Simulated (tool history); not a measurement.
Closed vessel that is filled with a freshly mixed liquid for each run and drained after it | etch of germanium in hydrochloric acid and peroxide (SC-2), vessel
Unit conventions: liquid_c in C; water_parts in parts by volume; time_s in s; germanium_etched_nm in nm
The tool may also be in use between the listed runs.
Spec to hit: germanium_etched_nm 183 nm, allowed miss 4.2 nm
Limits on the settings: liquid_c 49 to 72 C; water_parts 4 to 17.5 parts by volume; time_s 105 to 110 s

run 1 hour=0 | liquid_c=65 water_parts=9.5 time_s=105 | germanium_etched_nm=251.52
run 2 hour=6.4 | liquid_c=65 water_parts=9.5 time_s=110 | germanium_etched_nm=265.02
run 3 hour=10.4 | liquid_c=61.5 water_parts=9.5 time_s=110 | germanium_etched_nm=238.45
run 4 hour=13.1 | liquid_c=61.5 water_parts=9.5 time_s=105 | germanium_etched_nm=230.25
-- hour=19.8 chemicals flow meter replaced
run 5 hour=19.8 | liquid_c=61.5 water_parts=12 time_s=105 | germanium_etched_nm=226.17
run 6 hour=25.5 | liquid_c=61.5 water_parts=10 time_s=105 | germanium_etched_nm=230.22
run 7 hour=32.4 | liquid_c=58.5 water_parts=10 time_s=105 | germanium_etched_nm=211.24
run 8 hour=37.9 | liquid_c=52.5 water_parts=10.5 time_s=105 | germanium_etched_nm=174.47
run 9 hour=42.3 | liquid_c=53 water_parts=10.5 time_s=105 | germanium_etched_nm=178.23

Pick the move, out of 4, that brings all results within their allowed miss; only one does.
run A hour=46.7 | liquid_c=53 water_parts=11.5 time_s=110 | germanium_etched_nm=?
run B hour=46.7 | liquid_c=53 water_parts=4 time_s=110 | germanium_etched_nm=?
run C hour=46.7 | liquid_c=49 water_parts=4.5 time_s=110 | germanium_etched_nm=?
run D hour=46.7 | liquid_c=55 water_parts=11 time_s=110 | germanium_etched_nm=?

move=A germanium_etched_nm=182.89
move=B germanium_etched_nm=194.28
move=C germanium_etched_nm=170.62
move=D germanium_etched_nm=195.37
A: all results in spec
B: the result that was furthest off in the last run now lies on the other side of its target
C: its largest miss is bigger than the last run's
D: the result that was furthest off in the last run now lies on the other side of its target
So the answer is move A, the one that meets all the targets.

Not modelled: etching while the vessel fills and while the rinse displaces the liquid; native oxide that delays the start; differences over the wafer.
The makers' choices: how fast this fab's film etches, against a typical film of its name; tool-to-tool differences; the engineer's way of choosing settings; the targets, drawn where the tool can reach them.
